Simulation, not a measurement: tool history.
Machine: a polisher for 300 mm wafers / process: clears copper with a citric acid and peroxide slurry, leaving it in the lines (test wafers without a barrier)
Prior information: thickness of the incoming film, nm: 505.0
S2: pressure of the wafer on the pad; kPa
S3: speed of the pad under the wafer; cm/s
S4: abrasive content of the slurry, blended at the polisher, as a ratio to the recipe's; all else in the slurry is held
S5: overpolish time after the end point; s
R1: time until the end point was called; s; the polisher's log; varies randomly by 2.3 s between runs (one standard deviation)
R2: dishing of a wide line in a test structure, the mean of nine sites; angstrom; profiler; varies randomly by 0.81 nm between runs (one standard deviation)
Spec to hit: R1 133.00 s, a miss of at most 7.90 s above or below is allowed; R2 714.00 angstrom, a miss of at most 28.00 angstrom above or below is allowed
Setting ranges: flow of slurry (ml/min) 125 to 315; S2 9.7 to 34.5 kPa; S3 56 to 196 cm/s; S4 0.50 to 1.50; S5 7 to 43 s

Run 1, hour 0.0: flow of slurry (ml/min) 205, S2 22.1 kPa, S3 126 cm/s, S4 1.00, S5 22 s. Result: R1 189.54 s, R2 354.00 angstrom.
Run 2, hour 1.7: flow of slurry (ml/min) 205, S2 22.1 kPa, S3 140 cm/s, S4 1.00, S5 22 s. Result: R1 170.77 s, R2 390.17 angstrom.
Run 3, hour 4.7: flow of slurry (ml/min) 205, S2 24.8 kPa, S3 140 cm/s, S4 1.00, S5 22 s. Result: R1 149.22 s, R2 427.26 angstrom.
Run 4, hour 11.4: flow of slurry (ml/min) 175, S2 24.8 kPa, S3 140 cm/s, S4 1.00, S5 22 s. Result: R1 158.59 s, R2 418.73 angstrom.
Run 5, hour 20.4: flow of slurry (ml/min) 170, S2 25.5 kPa, S3 140 cm/s, S4 1.00, S5 24 s. Result: R1 153.98 s, R2 455.70 angstrom.
Run 6, hour 23.8: flow of slurry (ml/min) 165, S2 26.2 kPa, S3 140 cm/s, S4 1.00, S5 26 s. Result: R1 145.54 s, R2 504.43 angstrom.
Run 7, hour 29.4: flow of slurry (ml/min) 160, S2 26.2 kPa, S3 142 cm/s, S4 1.00, S5 28 s. Result: R1 145.57 s, R2 543.69 angstrom.
Run 8, hour 34.7: flow of slurry (ml/min) 160, S2 26.2 kPa, S3 142 cm/s, S4 1.00, S5 29 s. Result: R1 149.28 s, R2 570.85 angstrom.
Run 9, hour 39.1: flow of slurry (ml/min) 165, S2 26.2 kPa, S3 142 cm/s, S4 1.00, S5 30 s. Result: R1 146.70 s, R2 562.80 angstrom.
Run 10, hour 41.3: flow of slurry (ml/min) 160, S2 26.9 kPa, S3 142 cm/s, S4 1.00, S5 31 s. Result: R1 144.99 s, R2 608.08 angstrom.
Run 11, hour 48.2: flow of slurry (ml/min) 160, S2 27.6 kPa, S3 142 cm/s, S4 1.00, S5 32 s. Result: R1 137.65 s, R2 630.16 angstrom.
Run 12, hour 55.0: flow of slurry (ml/min) 155, S2 27.6 kPa, S3 142 cm/s, S4 1.00, S5 33 s. Result: R1 137.15 s, R2 652.11 angstrom.
Run 13, hour 58.4: flow of slurry (ml/min) 150, S2 27.6 kPa, S3 144 cm/s, S4 1.00, S5 34 s. Result: R1 137.39 s, R2 663.01 angstrom.
Run 14, hour 64.6: flow of slurry (ml/min) 155, S2 27.6 kPa, S3 144 cm/s, S4 1.00, S5 35 s. Result: R1 142.47 s, R2 674.68 angstrom.
Run 15, hour 71.7: flow of slurry (ml/min) 155, S2 27.6 kPa, S3 144 cm/s, S4 1.00, S5 35 s. Result: R1 140.42 s, R2 682.95 angstrom.

Consider the 4 candidate settings below. Which is the only one whose results all fall within their allowed miss of target?
Run A, hour 78.8: flow of slurry (ml/min) 165, S2 25.5 kPa, S3 138 cm/s, S4 0.90, S5 42 s. Result: R1 ?, R2 ?.
Run B, hour 78.8: flow of slurry (ml/min) 140, S2 31.0 kPa, S3 134 cm/s, S4 1.00, S5 35 s. Result: R1 ?, R2 ?.
Run C, hour 78.8: flow of slurry (ml/min) 160, S2 26.2 kPa, S3 130 cm/s, S4 1.10, S5 37 s. Result: R1 ?, R2 ?.
Run D, hour 78.8: flow of slurry (ml/min) 170, S2 32.4 kPa, S3 138 cm/s, S4 1.05, S5 36 s. Result: R1 ?, R2 ?.

move      R1      R2
   A  153.83  711.38
   B  130.89  711.60
   C  154.23  645.21
   D  118.70  786.31
A: meets the target for the result that was furthest off, but another lies outside its allowed miss
B: all results land within tolerance of their targets
C: moves away from the targets compared with the last run
D: carries the result that was furthest off beyond its target, to the other side
B meets every target.
